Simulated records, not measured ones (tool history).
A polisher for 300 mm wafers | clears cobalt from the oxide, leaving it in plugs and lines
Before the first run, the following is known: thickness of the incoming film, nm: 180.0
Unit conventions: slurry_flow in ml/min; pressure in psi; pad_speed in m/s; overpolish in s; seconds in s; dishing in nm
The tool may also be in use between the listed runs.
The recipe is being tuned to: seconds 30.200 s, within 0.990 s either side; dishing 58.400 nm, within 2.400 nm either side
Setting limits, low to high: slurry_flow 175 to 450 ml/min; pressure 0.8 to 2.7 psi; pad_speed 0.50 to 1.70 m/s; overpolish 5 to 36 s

{"run": 1, "hour": 0.0, "slurry_flow": 290, "pressure": 1.7, "pad_speed": 1.1, "overpolish": 18, "seconds": 36.396, "dishing": 54.55}
{"run": 2, "hour": 2.1, "slurry_flow": 325, "pressure": 1.7, "pad_speed": 1.1, "overpolish": 18, "seconds": 35.39, "dishing": 55.819}
{"run": 3, "hour": 4.6, "slurry_flow": 325, "pressure": 1.7, "pad_speed": 1.1, "overpolish": 23, "seconds": 35.731, "dishing": 63.735}
{"run": 4, "hour": 9.2, "slurry_flow": 325, "pressure": 1.3, "pad_speed": 1.1, "overpolish": 23, "seconds": 41.737, "dishing": 58.161}
{"run": 5, "hour": 10.0, "slurry_flow": 325, "pressure": 1.3, "pad_speed": 1.1, "overpolish": 29, "seconds": 41.654, "dishing": 64.144}
{"run": 6, "hour": 11.7, "slurry_flow": 325, "pressure": 1.3, "pad_speed": 1.1, "overpolish": 34, "seconds": 42.81, "dishing": 68.291}
{"run": 7, "hour": 17.8, "slurry_flow": 330, "pressure": 1.5, "pad_speed": 1.1, "overpolish": 29, "seconds": 38.818, "dishing": 67.521}
{"run": 8, "hour": 20.9, "slurry_flow": 340, "pressure": 1.6, "pad_speed": 1.1, "overpolish": 25, "seconds": 37.292, "dishing": 62.862}
{"run": 9, "hour": 26.3, "slurry_flow": 340, "pressure": 1.7, "pad_speed": 1.1, "overpolish": 23, "seconds": 35.491, "dishing": 62.411}
{"run": 10, "hour": 31.4, "slurry_flow": 345, "pressure": 1.8, "pad_speed": 1.1, "overpolish": 21, "seconds": 34.019, "dishing": 61.009}
{"run": 11, "hour": 34.3, "slurry_flow": 345, "pressure": 1.9, "pad_speed": 1.1, "overpolish": 20, "seconds": 32.43, "dishing": 60.314}
{"run": 12, "hour": 38.2, "slurry_flow": 350, "pressure": 1.9, "pad_speed": 1.1, "overpolish": 19, "seconds": 32.809, "dishing": 60.691}
{"run": 13, "hour": 39.7, "slurry_flow": 350, "pressure": 2.1, "pad_speed": 1.1, "overpolish": 15, "seconds": 30.414, "dishing": 54.449}

Which one of the following 5 next-run settings gets every result inside its allowed miss? There is exactly one.
{"run": "A", "hour": 41.2, "slurry_flow": 335, "pressure": 1.9, "pad_speed": 1.3, "overpolish": 13, "seconds": "?", "dishing": "?"}
{"run": "B", "hour": 41.2, "slurry_flow": 285, "pressure": 2.2, "pad_speed": 1.16, "overpolish": 14, "seconds": "?", "dishing": "?"}
{"run": "C", "hour": 41.2, "slurry_flow": 380, "pressure": 2.0, "pad_speed": 1.14, "overpolish": 13, "seconds": "?", "dishing": "?"}
{"run": "D", "hour": 41.2, "slurry_flow": 355, "pressure": 1.9, "pad_speed": 1.18, "overpolish": 17, "seconds": "?", "dishing": "?"}
{"run": "E", "hour": 41.2, "slurry_flow": 370, "pressure": 1.9, "pad_speed": 1.18, "overpolish": 13, "seconds": "?", "dishing": "?"}

move=A seconds=27.893 dishing=52.644
move=B seconds=28.484 dishing=54.257
move=C seconds=30.255 dishing=50.203
move=D seconds=30.502 dishing=58.070
move=E seconds=30.402 dishing=50.057
A: misses by more than the last run did
B: misses by more than the last run did
C: misses by more than the last run did
D: every result lands within tolerance
E: misses by more than the last run did
D is the move that brings every result within its allowed miss.
